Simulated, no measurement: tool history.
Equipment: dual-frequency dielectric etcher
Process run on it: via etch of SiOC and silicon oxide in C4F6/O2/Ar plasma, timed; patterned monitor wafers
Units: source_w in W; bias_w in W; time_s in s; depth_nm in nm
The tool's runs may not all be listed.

run,hour,source_w,bias_w,time_s,depth_nm
1,0,270,213,73.5,78.643
2,8.9,280,215,73.5,80.258
3,16.3,290,216,73.5,81.845
4,24.7,250,216,73.5,76.395
5,27.4,260,218,73.5,78.341
6,34.3,270,220,73.5,78.8
7,38.2,280,222,73.5,80.228

Run 8 comes next. What will it give?
8,44.1,290,224,73.5,?

Run 8 produced depth_nm 81.649 nm.
